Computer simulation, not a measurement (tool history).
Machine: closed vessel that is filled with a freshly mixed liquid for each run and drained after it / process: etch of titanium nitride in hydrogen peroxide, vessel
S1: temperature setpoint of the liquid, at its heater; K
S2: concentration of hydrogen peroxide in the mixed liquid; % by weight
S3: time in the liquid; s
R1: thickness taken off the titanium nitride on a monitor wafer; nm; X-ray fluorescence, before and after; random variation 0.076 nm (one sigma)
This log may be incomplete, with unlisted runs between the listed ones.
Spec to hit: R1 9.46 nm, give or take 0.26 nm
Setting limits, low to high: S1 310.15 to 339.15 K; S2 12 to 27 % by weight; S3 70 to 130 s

run,hour,S1,S2,S3,R1
1,0,326.15,18,130,4.0707
2,4,327.65,18,130,4.4426
3,8.2,329.15,18,130,4.9202
4,11.5,329.15,18,130,5.0016
5,19.1,329.15,14.5,130,4.7143
6,28.3,329.15,12,130,4.5059
7,36.7,330.15,12.5,130,4.9021
8,44.6,331.15,12.5,130,5.2095
9,48.4,332.15,13,130,5.671
10,50,333.15,13,130,6.0478
11,53.6,333.15,13,130,5.9992
12,61.7,333.65,13.5,130,6.3739
13,62.9,334.15,13.5,130,6.5499
14,65.2,334.65,13.5,130,6.8618
15,72,339.15,13.5,130,9.1296

Consider the 5 candidate settings below. Which is the only one whose results all fall within their allowed miss of target?
A,78.8,339.15,13.5,125,?
B,78.8,339.15,12.5,130,?
C,78.8,339.15,15,130,?
D,78.8,338.65,14.5,130,?
E,78.8,338.65,14,130,?

move,R1
A,8.9335
B,9.1426
C,9.4987
D,9.1265
E,9.0595
A: lands further from the targets than the last run did
B: about as far from the targets as the last run
C: all results in spec
D: about as far from the targets as the last run
E: lands further from the targets than the last run did
Correct choice: C, which meets every target
